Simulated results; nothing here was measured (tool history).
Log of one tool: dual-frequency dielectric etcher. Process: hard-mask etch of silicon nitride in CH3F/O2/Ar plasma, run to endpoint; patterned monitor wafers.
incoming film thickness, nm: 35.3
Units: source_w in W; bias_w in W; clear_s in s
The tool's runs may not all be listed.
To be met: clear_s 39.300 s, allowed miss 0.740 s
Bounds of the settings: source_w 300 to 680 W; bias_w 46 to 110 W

| run | hour | source_w | bias_w | clear_s |
|---|---|---|---|---|
| 1 | 0.0 | 490 | 78 | 46.665 |
| 2 | 8.7 | 490 | 72 | 48.517 |
| 3 | 16.6 | 520 | 74 | 46.744 |
| 4 | 18.0 | 600 | 74 | 45.507 |
| 5 | 26.7 | 610 | 78 | 43.225 |
| 6 | 31.4 | 580 | 78 | 43.928 |
| 7 | 32.9 | 590 | 79 | 43.636 |
| 8 | 35.3 | 600 | 80 | 43.279 |
| 9 | 36.3 | 680 | 92 | 38.681 |

5 next moves are on the table. One of them brings every result within its allowed miss. Which?
| A | 37.3 | 680 | 95 | ? |
| B | 37.3 | 680 | 99 | ? |
| C | 37.3 | 680 | 97 | ? |
| D | 37.3 | 680 | 96 | ? |
| E | 37.3 | 660 | 90 | ? |

| move | clear_s |
|---|---|
| A | 37.671 |
| B | 36.879 |
| C | 37.268 |
| D | 37.468 |
| E | 39.135 |
A: further off than the last run
B: further off than the last run
C: further off than the last run
D: further off than the last run
E: meets every target
Answer: E
